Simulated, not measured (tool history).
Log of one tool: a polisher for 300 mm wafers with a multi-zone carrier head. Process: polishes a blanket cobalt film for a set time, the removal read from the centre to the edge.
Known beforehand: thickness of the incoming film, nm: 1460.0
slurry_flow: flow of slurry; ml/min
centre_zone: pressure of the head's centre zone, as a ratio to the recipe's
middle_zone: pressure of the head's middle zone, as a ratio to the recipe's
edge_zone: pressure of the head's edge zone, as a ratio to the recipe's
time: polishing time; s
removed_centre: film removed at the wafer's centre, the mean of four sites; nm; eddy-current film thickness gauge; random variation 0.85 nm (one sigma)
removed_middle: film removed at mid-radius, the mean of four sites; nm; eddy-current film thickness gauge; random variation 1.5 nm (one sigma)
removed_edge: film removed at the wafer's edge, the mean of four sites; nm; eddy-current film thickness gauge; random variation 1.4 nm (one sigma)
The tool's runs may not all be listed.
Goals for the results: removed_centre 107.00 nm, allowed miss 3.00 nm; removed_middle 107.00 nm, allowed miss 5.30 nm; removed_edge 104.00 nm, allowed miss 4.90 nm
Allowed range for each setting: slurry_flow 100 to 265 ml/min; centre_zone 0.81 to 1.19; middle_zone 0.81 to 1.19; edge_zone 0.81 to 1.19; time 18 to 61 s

{"run": 1, "day": 0.0, "slurry_flow": 170, "centre_zone": 1.0, "middle_zone": 1.0, "edge_zone": 1.0, "time": 39, "removed_centre": 169.34, "removed_middle": 167.53, "removed_edge": 161.77}
{"run": 2, "day": 0.192, "slurry_flow": 165, "centre_zone": 0.98, "middle_zone": 0.98, "edge_zone": 0.97, "time": 35, "removed_centre": 148.51, "removed_middle": 143.0, "removed_edge": 142.71}
{"run": 3, "day": 0.504, "slurry_flow": 165, "centre_zone": 0.98, "middle_zone": 0.98, "edge_zone": 0.97, "time": 41, "removed_centre": 169.98, "removed_middle": 167.66, "removed_edge": 166.06}
{"run": 4, "day": 0.542, "slurry_flow": 145, "centre_zone": 0.98, "middle_zone": 0.98, "edge_zone": 0.97, "time": 41, "removed_centre": 166.76, "removed_middle": 165.1, "removed_edge": 167.88}
{"run": 5, "day": 0.617, "slurry_flow": 160, "centre_zone": 0.95, "middle_zone": 0.97, "edge_zone": 0.94, "time": 37, "removed_centre": 150.33, "removed_middle": 151.55, "removed_edge": 150.35}
{"run": 6, "day": 0.808, "slurry_flow": 170, "centre_zone": 0.94, "middle_zone": 0.96, "edge_zone": 0.93, "time": 33, "removed_centre": 133.76, "removed_middle": 136.14, "removed_edge": 134.24}
{"run": 7, "day": 0.833, "slurry_flow": 180, "centre_zone": 0.94, "middle_zone": 0.95, "edge_zone": 0.92, "time": 30, "removed_centre": 123.94, "removed_middle": 123.18, "removed_edge": 119.45}
{"run": 8, "day": 1.0, "slurry_flow": 185, "centre_zone": 0.93, "middle_zone": 0.93, "edge_zone": 0.9, "time": 29, "removed_centre": 117.75, "removed_middle": 117.9, "removed_edge": 116.1}
{"run": 9, "day": 1.167, "slurry_flow": 190, "centre_zone": 0.93, "middle_zone": 0.92, "edge_zone": 0.89, "time": 28, "removed_centre": 114.09, "removed_middle": 110.61, "removed_edge": 113.22}
{"run": 10, "day": 1.408, "slurry_flow": 190, "centre_zone": 0.93, "middle_zone": 0.93, "edge_zone": 0.88, "time": 27, "removed_centre": 111.6, "removed_middle": 110.95, "removed_edge": 105.35}

4 candidate next runs follow, results not yet known. Just one meets every target within its allowed miss. Identify it.
{"run": "A", "day": 1.65, "slurry_flow": 205, "centre_zone": 0.99, "middle_zone": 0.86, "edge_zone": 0.86, "time": 27, "removed_centre": "?", "removed_middle": "?", "removed_edge": "?"}
{"run": "B", "day": 1.65, "slurry_flow": 205, "centre_zone": 0.88, "middle_zone": 1.02, "edge_zone": 0.82, "time": 27, "removed_centre": "?", "removed_middle": "?", "removed_edge": "?"}
{"run": "C", "day": 1.65, "slurry_flow": 170, "centre_zone": 0.95, "middle_zone": 0.98, "edge_zone": 0.83, "time": 28, "removed_centre": "?", "removed_middle": "?", "removed_edge": "?"}
{"run": "D", "day": 1.65, "slurry_flow": 195, "centre_zone": 0.92, "middle_zone": 0.92, "edge_zone": 0.9, "time": 26, "removed_centre": "?", "removed_middle": "?", "removed_edge": "?"}

move=A removed_centre=118.55 removed_middle=103.27 removed_edge=107.62
move=B removed_centre=105.39 removed_middle=119.16 removed_edge=105.22
move=C removed_centre=114.45 removed_middle=116.19 removed_edge=107.54
move=D removed_centre=105.25 removed_middle=104.46 removed_edge=105.08
A: lands further from the targets than the last run did
B: brings the last run's worst result on target, with another outside its allowed miss
C: lands further from the targets than the last run did
D: every result lands within tolerance
D is the move that brings every result within its allowed miss.

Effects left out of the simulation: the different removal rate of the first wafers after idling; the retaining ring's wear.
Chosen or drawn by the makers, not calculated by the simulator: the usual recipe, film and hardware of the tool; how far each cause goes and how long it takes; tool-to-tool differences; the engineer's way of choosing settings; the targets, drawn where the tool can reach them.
